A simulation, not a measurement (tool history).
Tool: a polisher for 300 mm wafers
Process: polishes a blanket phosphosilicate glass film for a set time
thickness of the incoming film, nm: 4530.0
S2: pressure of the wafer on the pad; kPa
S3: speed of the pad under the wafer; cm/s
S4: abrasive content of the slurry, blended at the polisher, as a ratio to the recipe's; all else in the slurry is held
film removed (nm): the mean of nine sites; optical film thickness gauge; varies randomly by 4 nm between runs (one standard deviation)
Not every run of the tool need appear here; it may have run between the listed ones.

{"run": 1, "hour": 0.0, "flow of slurry (ml/min)": 130, "S2": 24.1, "S3": 112, "S4": 1, "polishing time (s)": 56, "film removed (nm)": 538.69}
{"run": 2, "hour": 1.6, "flow of slurry (ml/min)": 110, "S2": 24.1, "S3": 112, "S4": 1, "polishing time (s)": 56, "film removed (nm)": 498.83}
{"run": 3, "hour": 7.2, "flow of slurry (ml/min)": 105, "S2": 22.1, "S3": 110, "S4": 1, "polishing time (s)": 56, "film removed (nm)": 450.43}
{"run": 4, "hour": 12.5, "flow of slurry (ml/min)": 100, "S2": 20, "S3": 110, "S4": 1, "polishing time (s)": 56, "film removed (nm)": 402.42}
{"run": 5, "hour": 20.5, "flow of slurry (ml/min)": 95, "S2": 18.6, "S3": 110, "S4": 1, "polishing time (s)": 56, "film removed (nm)": 369.51}
{"run": 6, "hour": 26.1, "flow of slurry (ml/min)": 95, "S2": 18.6, "S3": 110, "S4": 0.9, "polishing time (s)": 56, "film removed (nm)": 345.09}

Forecast run 7:
{"run": 7, "hour": 31.2, "flow of slurry (ml/min)": 95, "S2": 17.9, "S3": 110, "S4": 0.9, "polishing time (s)": 56, "film removed (nm)": "?"}

film removed (nm): 335.2

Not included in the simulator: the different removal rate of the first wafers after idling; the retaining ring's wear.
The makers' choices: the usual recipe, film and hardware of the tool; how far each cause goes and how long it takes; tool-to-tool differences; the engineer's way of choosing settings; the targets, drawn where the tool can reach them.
